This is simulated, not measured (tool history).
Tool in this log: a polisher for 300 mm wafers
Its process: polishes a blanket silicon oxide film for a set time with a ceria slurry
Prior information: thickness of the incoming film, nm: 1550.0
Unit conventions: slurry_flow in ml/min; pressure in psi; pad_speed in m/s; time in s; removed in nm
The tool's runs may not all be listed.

run 1 day=0.000 | slurry_flow=315 pressure=3.4 pad_speed=1.18 time=78 | removed=410.03
run 2 day=0.079 | slurry_flow=315 pressure=3.4 pad_speed=1.18 time=82 | removed=434.52
run 3 day=0.142 | slurry_flow=315 pressure=3.1 pad_speed=1.18 time=82 | removed=407.00
run 4 day=0.338 | slurry_flow=365 pressure=3.1 pad_speed=1.18 time=82 | removed=405.59
run 5 day=0.496 | slurry_flow=365 pressure=3.1 pad_speed=1.02 time=82 | removed=375.25
run 6 day=0.629 | slurry_flow=365 pressure=3.1 pad_speed=0.86 time=82 | removed=332.85
run 7 day=0.833 | slurry_flow=360 pressure=3.0 pad_speed=0.86 time=82 | removed=333.08

What does the tool deliver on the next run?
run 8 day=1.183 | slurry_flow=360 pressure=2.9 pad_speed=0.86 time=82 | removed=?

For run 8 the tool returned removed 324.00 nm.
